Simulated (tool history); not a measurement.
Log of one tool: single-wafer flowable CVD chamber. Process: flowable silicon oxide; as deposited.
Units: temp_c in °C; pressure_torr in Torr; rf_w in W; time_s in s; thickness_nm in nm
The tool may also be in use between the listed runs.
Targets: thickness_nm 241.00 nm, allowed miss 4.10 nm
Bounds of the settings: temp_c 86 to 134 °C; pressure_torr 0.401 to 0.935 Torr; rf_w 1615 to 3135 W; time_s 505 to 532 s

Run 1, day 0.000: temp_c 110 °C, pressure_torr 0.668 Torr, rf_w 2375 W, time_s 532 s. Result: thickness_nm 174.52 nm.
Run 2, day 0.196: temp_c 104 °C, pressure_torr 0.668 Torr, rf_w 2375 W, time_s 532 s. Result: thickness_nm 218.26 nm.
Run 3, day 0.458: temp_c 104 °C, pressure_torr 0.614 Torr, rf_w 2375 W, time_s 532 s. Result: thickness_nm 202.34 nm.
Run 4, day 0.808: temp_c 104 °C, pressure_torr 0.522 Torr, rf_w 2375 W, time_s 532 s. Result: thickness_nm 170.51 nm.
Run 5, day 0.900: temp_c 102 °C, pressure_torr 0.522 Torr, rf_w 2375 W, time_s 532 s. Result: thickness_nm 186.99 nm.
Run 6, day 1.167: temp_c 102 °C, pressure_torr 0.522 Torr, rf_w 2375 W, time_s 532 s. Result: thickness_nm 186.57 nm.
Run 7, day 1.525: temp_c 101 °C, pressure_torr 0.522 Torr, rf_w 2375 W, time_s 532 s. Result: thickness_nm 192.89 nm.
Run 8, day 1.608: temp_c 100 °C, pressure_torr 0.522 Torr, rf_w 2375 W, time_s 532 s. Result: thickness_nm 199.11 nm.
Run 9, day 1.929: temp_c 99 °C, pressure_torr 0.522 Torr, rf_w 2375 W, time_s 532 s. Result: thickness_nm 208.08 nm.
Run 10, day 2.154: temp_c 98 °C, pressure_torr 0.522 Torr, rf_w 2375 W, time_s 532 s. Result: thickness_nm 215.57 nm.
Run 11, day 2.200: temp_c 98 °C, pressure_torr 0.522 Torr, rf_w 2375 W, time_s 532 s. Result: thickness_nm 215.72 nm.
Run 12, day 2.383: temp_c 96 °C, pressure_torr 0.522 Torr, rf_w 2375 W, time_s 532 s. Result: thickness_nm 234.71 nm.

Which of these 5 next moves meets every target?
Run A, day 2.567: temp_c 93 °C, pressure_torr 0.462 Torr, rf_w 2665 W, time_s 518 s. Result: thickness_nm ?.
Run B, day 2.567: temp_c 95 °C, pressure_torr 0.527 Torr, rf_w 2100 W, time_s 516 s. Result: thickness_nm ?.
Run C, day 2.567: temp_c 97 °C, pressure_torr 0.551 Torr, rf_w 2490 W, time_s 511 s. Result: thickness_nm ?.
Run D, day 2.567: temp_c 98 °C, pressure_torr 0.576 Torr, rf_w 2245 W, time_s 520 s. Result: thickness_nm ?.
Run E, day 2.567: temp_c 93 °C, pressure_torr 0.469 Torr, rf_w 2845 W, time_s 532 s. Result: thickness_nm ?.

move  thickness_nm
   A        230.21
   B        229.40
   C        227.06
   D        227.95
   E        241.38
A: further off than the last run
B: further off than the last run
C: further off than the last run
D: further off than the last run
E: meets every target
Move E is the one to make.
